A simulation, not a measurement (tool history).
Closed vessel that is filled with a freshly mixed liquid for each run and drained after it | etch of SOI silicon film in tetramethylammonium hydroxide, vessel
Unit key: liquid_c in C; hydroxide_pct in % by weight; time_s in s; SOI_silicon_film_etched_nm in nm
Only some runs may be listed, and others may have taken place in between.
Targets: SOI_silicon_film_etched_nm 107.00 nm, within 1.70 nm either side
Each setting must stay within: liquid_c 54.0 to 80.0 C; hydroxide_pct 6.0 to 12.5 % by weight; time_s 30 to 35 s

run,hour,liquid_c,hydroxide_pct,time_s,SOI_silicon_film_etched_nm
1,0.0,67.0,8.5,35,232.50
2,8.2,62.5,8.5,35,178.51
3,10.2,59.5,8.5,35,147.08
4,14.6,59.5,10.0,35,139.46
5,23.4,62.0,10.0,35,163.34
6,27.1,59.5,10.0,35,139.13
7,30.9,58.0,10.0,35,126.22
8,33.3,57.0,10.0,35,118.16
9,40.5,56.5,10.0,35,114.82
10,46.1,56.0,10.0,35,111.28

Below are 4 possible settings for the next run. Only one of them brings all results inside the allowed miss of their targets. Which is it?
A,51.7,57.0,10.5,35,?
B,51.7,56.5,10.0,35,?
C,51.7,56.5,9.0,30,?
D,51.7,58.0,10.5,30,?

move,SOI_silicon_film_etched_nm
A,116.58
B,114.73
C,102.48
D,106.50
A: lands further from the targets than the last run did
B: lands further from the targets than the last run did
C: takes the result that was furthest off past its target
D: every result within its allowed miss
D meets every target.
